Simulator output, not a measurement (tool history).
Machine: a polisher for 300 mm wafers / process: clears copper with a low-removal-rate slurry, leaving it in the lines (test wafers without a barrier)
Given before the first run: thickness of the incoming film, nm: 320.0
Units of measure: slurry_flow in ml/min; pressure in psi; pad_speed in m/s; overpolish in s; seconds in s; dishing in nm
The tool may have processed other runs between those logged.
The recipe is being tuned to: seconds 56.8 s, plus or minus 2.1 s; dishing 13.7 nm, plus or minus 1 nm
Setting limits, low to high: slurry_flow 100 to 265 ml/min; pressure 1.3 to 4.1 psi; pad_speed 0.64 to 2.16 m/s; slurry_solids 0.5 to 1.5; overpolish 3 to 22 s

{"run": 1, "hour": 0.0, "slurry_flow": 170, "pressure": 2.7, "pad_speed": 1.4, "slurry_solids": 1, "overpolish": 11, "seconds": 65.287, "dishing": 26.303}
{"run": 2, "hour": 3.2, "slurry_flow": 170, "pressure": 2.7, "pad_speed": 1.4, "slurry_solids": 0.85, "overpolish": 11, "seconds": 68.072, "dishing": 26.672}
{"run": 3, "hour": 10.9, "slurry_flow": 170, "pressure": 2.7, "pad_speed": 1.42, "slurry_solids": 0.95, "overpolish": 10, "seconds": 64.345, "dishing": 24.655}
{"run": 4, "hour": 13.0, "slurry_flow": 170, "pressure": 2.7, "pad_speed": 1.18, "slurry_solids": 0.95, "overpolish": 10, "seconds": 78.129, "dishing": 22.103}
{"run": 5, "hour": 18.2, "slurry_flow": 170, "pressure": 2.1, "pad_speed": 1.18, "slurry_solids": 0.95, "overpolish": 10, "seconds": 98.248, "dishing": 18.04}
{"run": 6, "hour": 21.9, "slurry_flow": 170, "pressure": 2.1, "pad_speed": 1.44, "slurry_solids": 0.95, "overpolish": 10, "seconds": 82.549, "dishing": 20.535}
{"run": 7, "hour": 22.5, "slurry_flow": 175, "pressure": 2.1, "pad_speed": 1.46, "slurry_solids": 1.05, "overpolish": 9, "seconds": 78.647, "dishing": 19.545}
{"run": 8, "hour": 29.0, "slurry_flow": 180, "pressure": 2.1, "pad_speed": 1.5, "slurry_solids": 1.15, "overpolish": 8, "seconds": 74.798, "dishing": 18.85}
{"run": 9, "hour": 31.9, "slurry_flow": 185, "pressure": 2.1, "pad_speed": 1.54, "slurry_solids": 1.2, "overpolish": 7, "seconds": 71.874, "dishing": 17.168}
{"run": 10, "hour": 34.5, "slurry_flow": 195, "pressure": 2.1, "pad_speed": 1.54, "slurry_solids": 1.25, "overpolish": 6, "seconds": 70.954, "dishing": 15.166}
{"run": 11, "hour": 35.9, "slurry_flow": 200, "pressure": 2.2, "pad_speed": 1.54, "slurry_solids": 1.25, "overpolish": 6, "seconds": 68.287, "dishing": 15.896}
{"run": 12, "hour": 38.5, "slurry_flow": 205, "pressure": 2.3, "pad_speed": 1.54, "slurry_solids": 1.25, "overpolish": 5, "seconds": 64.081, "dishing": 14.362}
{"run": 13, "hour": 40.8, "slurry_flow": 210, "pressure": 2.3, "pad_speed": 1.54, "slurry_solids": 1.25, "overpolish": 5, "seconds": 63.734, "dishing": 14.322}
{"run": 14, "hour": 43.5, "slurry_flow": 215, "pressure": 2.3, "pad_speed": 1.54, "slurry_solids": 1.25, "overpolish": 5, "seconds": 65.064, "dishing": 14.416}
{"run": 15, "hour": 45.6, "slurry_flow": 220, "pressure": 2.5, "pad_speed": 1.54, "slurry_solids": 1.25, "overpolish": 4, "seconds": 58.876, "dishing": 13.144}
{"run": 16, "hour": 50.3, "slurry_flow": 230, "pressure": 2.6, "pad_speed": 1.54, "slurry_solids": 1.25, "overpolish": 5, "seconds": 56.883, "dishing": 16.346}

Which of these 5 next moves meets every target?
{"run": "A", "hour": 55.0, "slurry_flow": 255, "pressure": 2.8, "pad_speed": 1.42, "slurry_solids": 1.2, "overpolish": 4, "seconds": "?", "dishing": "?"}
{"run": "B", "hour": 55.0, "slurry_flow": 255, "pressure": 2.5, "pad_speed": 1.66, "slurry_solids": 1.15, "overpolish": 5, "seconds": "?", "dishing": "?"}
{"run": "C", "hour": 55.0, "slurry_flow": 205, "pressure": 2.6, "pad_speed": 1.6, "slurry_solids": 1.2, "overpolish": 7, "seconds": "?", "dishing": "?"}
{"run": "D", "hour": 55.0, "slurry_flow": 220, "pressure": 2.5, "pad_speed": 1.68, "slurry_solids": 1.2, "overpolish": 8, "seconds": "?", "dishing": "?"}
{"run": "E", "hour": 55.0, "slurry_flow": 230, "pressure": 2.6, "pad_speed": 1.56, "slurry_solids": 1.15, "overpolish": 6, "seconds": "?", "dishing": "?"}

move=A seconds=55.778 dishing=13.75
move=B seconds=53.91 dishing=16.846
move=C seconds=54.825 dishing=21.392
move=D seconds=53.795 dishing=23.694
move=E seconds=55.8 dishing=18.883
A: hits every target within its allowed miss
B: the biggest miss grows against the last run
C: the biggest miss grows against the last run
D: the biggest miss grows against the last run
E: the biggest miss grows against the last run
Move A is the one to make.
